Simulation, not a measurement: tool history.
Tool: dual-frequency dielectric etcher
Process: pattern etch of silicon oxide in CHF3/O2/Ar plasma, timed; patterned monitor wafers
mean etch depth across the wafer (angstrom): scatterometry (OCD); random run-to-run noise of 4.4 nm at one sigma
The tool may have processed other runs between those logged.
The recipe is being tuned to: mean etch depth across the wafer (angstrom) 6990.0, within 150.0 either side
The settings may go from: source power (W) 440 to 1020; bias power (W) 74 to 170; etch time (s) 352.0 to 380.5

run  hour  source power (W)  bias power (W)  etch time (s)  mean etch depth across the wafer (angstrom)
  1   0.0               730             122          380.5                                       6300.0
  2   6.7               730             137          380.5                                       6577.7
  3  15.4               730             137          352.0                                       6126.2
  4  23.3               730             157          352.0                                       6354.5
  5  31.9               750             158          352.5                                       6361.6
  6  40.3               780             160          354.0                                       6564.2
  7  48.1               800             161          354.5                                       6636.9
  8  55.2               810             162          355.0                                       6719.8

Of the 5 settings listed for the next run, only one would bring every result within its allowed miss of target. Which one?
  A  62.3               810             162          352.0                                            ?
  B  62.3               820             156          375.0                                            ?
  C  62.3               660             169          367.5                                            ?
  D  62.3               810             154          361.0                                            ?
  E  62.3               810             156          364.0                                            ?

move  mean etch depth across the wafer (angstrom)
   A                                       6630.5
   B                                       6999.2
   C                                       6623.4
   D                                       6684.2
   E                                       6769.2
A: misses by more than the last run did
B: all results in spec
C: misses by more than the last run did
D: misses by more than the last run did
E: closes in on the targets versus the last run, not all within tolerance yet
So the answer is move B, the one that meets all the targets.
